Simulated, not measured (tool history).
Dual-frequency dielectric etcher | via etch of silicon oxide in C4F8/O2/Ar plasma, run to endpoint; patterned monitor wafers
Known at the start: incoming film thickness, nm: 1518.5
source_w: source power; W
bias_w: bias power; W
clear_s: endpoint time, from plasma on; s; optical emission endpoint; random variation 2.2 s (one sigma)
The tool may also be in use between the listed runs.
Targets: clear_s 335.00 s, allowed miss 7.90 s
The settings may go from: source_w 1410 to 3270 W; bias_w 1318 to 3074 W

run,hour,source_w,bias_w,clear_s
1,0.0,2340,2196,280.97
2,8.0,2020,2196,308.30
3,16.6,2270,2196,283.87
4,20.8,2450,2196,274.03
5,27.6,2600,2196,262.13
6,28.6,2920,2196,249.44
7,30.7,2660,2133,263.36
8,38.0,2660,2133,263.16
9,44.7,2460,2087,275.72
10,46.0,2460,2087,276.09
11,50.3,2300,2050,291.17
12,53.9,2200,2032,298.36
13,55.1,2110,2016,309.08
14,56.6,2050,2007,308.44
15,61.4,1990,1993,318.11
16,70.2,1950,1987,321.80
17,74.4,1920,1982,323.11

5 next moves are on the table. One of them brings every result within its allowed miss. Which?
A,78.6,1830,2053,?
B,78.6,1630,2129,?
C,78.6,2170,1718,?
D,78.6,2080,1892,?
E,78.6,2100,1751,?

move,clear_s
A,332.81
B,355.81
C,314.81
D,314.44
E,319.41
A: meets every target
B: takes the result that was furthest off past its target
C: further off than the last run
D: further off than the last run
E: further off than the last run
Answer: A

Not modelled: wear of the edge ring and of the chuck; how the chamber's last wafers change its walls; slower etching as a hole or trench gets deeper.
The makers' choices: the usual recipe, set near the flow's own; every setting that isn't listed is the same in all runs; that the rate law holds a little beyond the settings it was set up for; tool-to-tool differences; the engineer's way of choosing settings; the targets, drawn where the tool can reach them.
